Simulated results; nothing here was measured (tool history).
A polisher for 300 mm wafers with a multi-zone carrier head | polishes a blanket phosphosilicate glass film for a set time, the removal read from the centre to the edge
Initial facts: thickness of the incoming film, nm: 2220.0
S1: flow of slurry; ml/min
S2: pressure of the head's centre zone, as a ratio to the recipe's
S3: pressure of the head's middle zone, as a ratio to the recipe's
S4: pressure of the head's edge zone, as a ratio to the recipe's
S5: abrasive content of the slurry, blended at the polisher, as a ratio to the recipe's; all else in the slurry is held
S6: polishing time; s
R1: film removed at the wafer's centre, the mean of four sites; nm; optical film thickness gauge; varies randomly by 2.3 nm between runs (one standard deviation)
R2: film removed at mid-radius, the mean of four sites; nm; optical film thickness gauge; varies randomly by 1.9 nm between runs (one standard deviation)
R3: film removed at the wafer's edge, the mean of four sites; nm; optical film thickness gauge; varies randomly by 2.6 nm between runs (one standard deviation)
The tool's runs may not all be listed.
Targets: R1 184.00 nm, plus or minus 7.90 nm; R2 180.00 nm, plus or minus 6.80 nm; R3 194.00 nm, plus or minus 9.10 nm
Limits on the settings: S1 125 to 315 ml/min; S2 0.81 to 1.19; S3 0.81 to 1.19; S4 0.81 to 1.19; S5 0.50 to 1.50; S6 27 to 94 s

Run 1, day 0.000: S1 205 ml/min, S2 1.00, S3 1.00, S4 1.00, S5 1.00, S6 60 s. Result: R1 305.34 nm, R2 303.55 nm, R3 312.91 nm.
Run 2, day 0.329: S1 205 ml/min, S2 0.92, S3 1.00, S4 1.00, S5 1.00, S6 60 s. Result: R1 286.31 nm, R2 305.88 nm, R3 309.92 nm.
Run 3, day 0.508: S1 205 ml/min, S2 0.92, S3 1.00, S4 1.08, S5 1.00, S6 60 s. Result: R1 281.60 nm, R2 305.74 nm, R3 319.32 nm.
Run 4, day 0.742: S1 165 ml/min, S2 0.92, S3 1.00, S4 1.08, S5 1.00, S6 60 s. Result: R1 278.50 nm, R2 293.10 nm, R3 321.12 nm.
Run 5, day 1.017: S1 170 ml/min, S2 0.92, S3 0.99, S4 1.07, S5 0.95, S6 59 s. Result: R1 262.93 nm, R2 281.04 nm, R3 308.06 nm.
Run 6, day 1.062: S1 145 ml/min, S2 0.92, S3 0.99, S4 1.07, S5 0.95, S6 59 s. Result: R1 254.98 nm, R2 277.01 nm, R3 304.93 nm.
Run 7, day 1.179: S1 145 ml/min, S2 0.92, S3 0.99, S4 1.07, S5 0.95, S6 59 s. Result: R1 252.56 nm, R2 272.18 nm, R3 298.13 nm.
Run 8, day 1.200: S1 145 ml/min, S2 0.93, S3 0.98, S4 1.05, S5 0.90, S6 58 s. Result: R1 250.20 nm, R2 261.77 nm, R3 295.24 nm.
Run 9, day 1.362: S1 155 ml/min, S2 0.94, S3 0.98, S4 1.04, S5 0.85, S6 56 s. Result: R1 243.96 nm, R2 251.52 nm, R3 277.15 nm.

Below are 4 possible settings for the next run. Only one of them brings all results inside the allowed miss of their targets. Which is it?
Run A, day 1.525: S1 240 ml/min, S2 1.19, S3 1.00, S4 0.86, S5 0.70, S6 36 s. Result: R1 ?, R2 ?, R3 ?.
Run B, day 1.525: S1 170 ml/min, S2 0.96, S3 1.03, S4 0.97, S5 1.05, S6 38 s. Result: R1 ?, R2 ?, R3 ?.
Run C, day 1.525: S1 125 ml/min, S2 0.95, S3 0.81, S4 1.12, S5 1.05, S6 76 s. Result: R1 ?, R2 ?, R3 ?.
Run D, day 1.525: S1 210 ml/min, S2 0.97, S3 0.95, S4 1.02, S5 0.55, S6 44 s. Result: R1 ?, R2 ?, R3 ?.

move      R1      R2      R3
   A  199.98  164.99  155.97
   B  183.26  193.23  191.07
   C  337.80  305.00  393.59
   D  180.68  176.87  188.88
A: carries the result that was furthest off beyond its target, to the other side
B: better than the last run, though not everything is in spec
C: its largest miss is bigger than the last run's
D: every result lands within tolerance
Move D is the one to make.
